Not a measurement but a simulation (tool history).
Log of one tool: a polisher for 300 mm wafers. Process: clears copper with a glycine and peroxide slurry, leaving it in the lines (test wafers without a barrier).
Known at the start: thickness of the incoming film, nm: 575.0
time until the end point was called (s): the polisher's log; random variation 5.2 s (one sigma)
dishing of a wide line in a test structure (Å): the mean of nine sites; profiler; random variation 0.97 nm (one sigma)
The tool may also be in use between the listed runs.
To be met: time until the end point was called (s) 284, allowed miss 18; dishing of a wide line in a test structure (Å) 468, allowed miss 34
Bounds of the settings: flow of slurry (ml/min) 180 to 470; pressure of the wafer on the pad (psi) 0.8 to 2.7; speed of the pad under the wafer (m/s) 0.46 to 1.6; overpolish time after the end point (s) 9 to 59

run,hour,flow of slurry (ml/min),pressure of the wafer on the pad (psi),speed of the pad under the wafer (m/s),overpolish time after the end point (s),time until the end point was called (s),dishing of a wide line in a test structure (Å)
1,0,300,1.7,1.02,30,182.77,479.45
2,5.2,300,1.7,1.02,40,180.19,568.23
3,11.2,300,1.7,1.22,40,169.45,607.03
4,12.5,360,1.7,1.22,40,162.62,617.9
5,14.4,355,1.6,1.18,41,177.93,592.94
6,17.3,355,1.6,1.4,41,161.42,609.83
7,23.3,350,1.5,1.36,42,170.52,625.16
8,25.7,345,1.4,1.3,42,178.46,624.43
9,33.5,340,1.3,1.22,41,189.22,573.24
10,40.4,335,1.2,1.14,41,208.21,562.72
11,46,335,1.1,1.1,41,213.24,513.02
12,54.8,330,1.1,1.04,42,214.07,523.27
13,59.7,325,1.1,0.96,43,226.48,525.47

5 next moves are on the table. One of them brings every result within its allowed miss. Which?
A,64.6,350,0.9,0.9,55,?,?
B,64.6,295,0.8,0.78,34,?,?
C,64.6,335,2,1.14,21,?,?
D,64.6,350,0.8,0.9,29,?,?
E,64.6,280,0.8,0.78,44,?,?

move,time until the end point was called (s),dishing of a wide line in a test structure (Å)
A,249.58,582.62
B,276.16,410.92
C,158.13,441.8
D,259.48,381.69
E,277.3,485.67
A: further off than the last run
B: brings the result that was furthest off to its target, and leaves another outside
C: further off than the last run
D: nearer than the last run, and not there yet
E: meets every target
Answer: E
